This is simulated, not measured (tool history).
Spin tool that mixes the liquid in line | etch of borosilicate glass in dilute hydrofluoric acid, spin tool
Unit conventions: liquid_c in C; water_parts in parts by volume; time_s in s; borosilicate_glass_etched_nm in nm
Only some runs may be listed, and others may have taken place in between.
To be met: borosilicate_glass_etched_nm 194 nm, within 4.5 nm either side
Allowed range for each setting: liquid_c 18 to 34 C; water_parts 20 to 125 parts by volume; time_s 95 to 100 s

run	hour	liquid_c	water_parts	time_s	borosilicate_glass_etched_nm
1	0	26	70	95	50.436
2	4.1	26	70	100	53.317
3	12	28	55	100	73.565
4	12.5	28	45	100	92.875
5	20.1	28	65	100	61.736
6	22.1	28	65	100	61.705
7	30.4	29.5	55	100	78.44
8	31.2	30.5	45	100	100.71
9	32.8	34	20	100	271.54
10	38.6	33	20	100	263.2
11	40.1	33	20	100	262.46
12	48.5	32	20	100	253.53
13	52.5	30.5	20	100	236.09
14	61.3	30.5	20	100	236.44
15	67.6	29	20	100	222.44
16	75.3	29	20	100	223.76
17	78.4	28	20	100	211.66
18	86.2	27.5	20	100	209.31
19	89.1	27	20	100	205.59
20	91.6	26.5	20	100	201.6

Below are 4 possible settings for the next run. Only one of them brings all results inside the allowed miss of their targets. Which is it?
A	94.1	28	20	100	?
B	94.1	31	25	100	?
C	94.1	27	20	100	?
D	94.1	27.5	20	100	?

move	borosilicate_glass_etched_nm
A	214
B	191.78
C	205.36
D	209.65
A: lands further from the targets than the last run did
B: all results in spec
C: lands further from the targets than the last run did
D: lands further from the targets than the last run did
The right move is B.
